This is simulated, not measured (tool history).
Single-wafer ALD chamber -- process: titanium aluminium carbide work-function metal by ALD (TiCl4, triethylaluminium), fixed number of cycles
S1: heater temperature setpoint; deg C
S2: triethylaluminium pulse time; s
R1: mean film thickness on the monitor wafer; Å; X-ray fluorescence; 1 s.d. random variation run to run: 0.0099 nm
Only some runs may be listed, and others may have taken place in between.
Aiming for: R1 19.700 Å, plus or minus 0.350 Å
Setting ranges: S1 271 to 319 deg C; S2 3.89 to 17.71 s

{"run": 1, "day": 0.0, "S1": 295, "S2": 10.8, "R1": 20.969}
{"run": 2, "day": 0.096, "S1": 305, "S2": 10.8, "R1": 21.791}
{"run": 3, "day": 0.267, "S1": 305, "S2": 9.35, "R1": 21.376}
{"run": 4, "day": 0.554, "S1": 313, "S2": 9.35, "R1": 22.254}
{"day": 0.667, "done": "thermocouple changed; heater temperature recalibrated"}
{"run": 5, "day": 0.667, "S1": 309, "S2": 8.92, "R1": 21.984}
{"run": 6, "day": 0.842, "S1": 309, "S2": 11.81, "R1": 22.607}
{"run": 7, "day": 1.083, "S1": 305, "S2": 11.39, "R1": 22.323}
{"run": 8, "day": 1.146, "S1": 301, "S2": 11.07, "R1": 21.707}
{"run": 9, "day": 1.433, "S1": 298, "S2": 10.74, "R1": 21.546}
{"run": 10, "day": 1.592, "S1": 286, "S2": 7.28, "R1": 18.732}

Pick the move, out of 5, that brings all results within their allowed miss; only one does.
{"run": "A", "day": 1.75, "S1": 296, "S2": 8.39, "R1": "?"}
{"run": "B", "day": 1.75, "S1": 278, "S2": 8.59, "R1": "?"}
{"run": "C", "day": 1.75, "S1": 286, "S2": 8.62, "R1": "?"}
{"run": "D", "day": 1.75, "S1": 286, "S2": 7.71, "R1": "?"}
{"run": "E", "day": 1.75, "S1": 295, "S2": 6.31, "R1": "?"}

move=A R1=20.392
move=B R1=18.921
move=C R1=19.635
move=D R1=19.084
move=E R1=18.433
A: takes the result that was furthest off past its target
B: closer than the last run, but not yet in spec
C: every result within its allowed miss
D: closer than the last run, but not yet in spec
E: further off than the last run
Correct choice: C, which meets every target

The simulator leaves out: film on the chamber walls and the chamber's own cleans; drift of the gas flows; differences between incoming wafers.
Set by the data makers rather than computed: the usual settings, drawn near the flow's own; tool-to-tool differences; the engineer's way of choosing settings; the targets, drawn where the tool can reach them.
